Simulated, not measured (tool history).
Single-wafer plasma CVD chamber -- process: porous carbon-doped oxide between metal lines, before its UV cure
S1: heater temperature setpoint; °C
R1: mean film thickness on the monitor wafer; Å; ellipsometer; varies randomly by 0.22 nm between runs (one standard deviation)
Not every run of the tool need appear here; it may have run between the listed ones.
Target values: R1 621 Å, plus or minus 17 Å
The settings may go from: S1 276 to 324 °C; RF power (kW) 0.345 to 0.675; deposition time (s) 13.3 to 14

Run 1, hour 0: S1 300 °C, RF power (kW) 0.51, deposition time (s) 14. Result: R1 715.47 Å.
Run 2, hour 4.3: S1 300 °C, RF power (kW) 0.55, deposition time (s) 14. Result: R1 752.19 Å.
Run 3, hour 8.8: S1 304 °C, RF power (kW) 0.535, deposition time (s) 13.9. Result: R1 717.91 Å.
Run 4, hour 12.8: S1 307 °C, RF power (kW) 0.525, deposition time (s) 13.9. Result: R1 693.83 Å.
Run 5, hour 18.6: S1 307 °C, RF power (kW) 0.585, deposition time (s) 13.9. Result: R1 743.67 Å.
Run 6, hour 22.6: S1 310 °C, RF power (kW) 0.57, deposition time (s) 13.8. Result: R1 716.36 Å.
Run 7, hour 30.3: S1 312 °C, RF power (kW) 0.555, deposition time (s) 13.7. Result: R1 690.39 Å.
Run 8, hour 37.6: S1 314 °C, RF power (kW) 0.545, deposition time (s) 13.7. Result: R1 670.91 Å.
Run 9, hour 40.8: S1 316 °C, RF power (kW) 0.54, deposition time (s) 13.7. Result: R1 658.45 Å.
Run 10, hour 46.2: S1 317 °C, RF power (kW) 0.535, deposition time (s) 13.7. Result: R1 654.86 Å.
Run 11, hour 50.1: S1 318 °C, RF power (kW) 0.53, deposition time (s) 13.7. Result: R1 647.08 Å.
Run 12, hour 52.4: S1 319 °C, RF power (kW) 0.525, deposition time (s) 13.7. Result: R1 640.7 Å.

Consider the 5 candidate settings below. Which is the only one whose results all fall within their allowed miss of target?
Run A, hour 54.7: S1 314 °C, RF power (kW) 0.53, deposition time (s) 14. Result: R1 ?.
Run B, hour 54.7: S1 319 °C, RF power (kW) 0.54, deposition time (s) 14. Result: R1 ?.
Run C, hour 54.7: S1 324 °C, RF power (kW) 0.54, deposition time (s) 13.5. Result: R1 ?.
Run D, hour 54.7: S1 316 °C, RF power (kW) 0.565, deposition time (s) 13.8. Result: R1 ?.
Run E, hour 54.7: S1 315 °C, RF power (kW) 0.52, deposition time (s) 13.8. Result: R1 ?.

move      R1
   A  677.17
   B  665.45
   C  624.77
   D  686.56
   E  656.13
A: moves away from the targets compared with the last run
B: moves away from the targets compared with the last run
C: meets every target
D: moves away from the targets compared with the last run
E: moves away from the targets compared with the last run
C is the move that brings every result within its allowed miss.
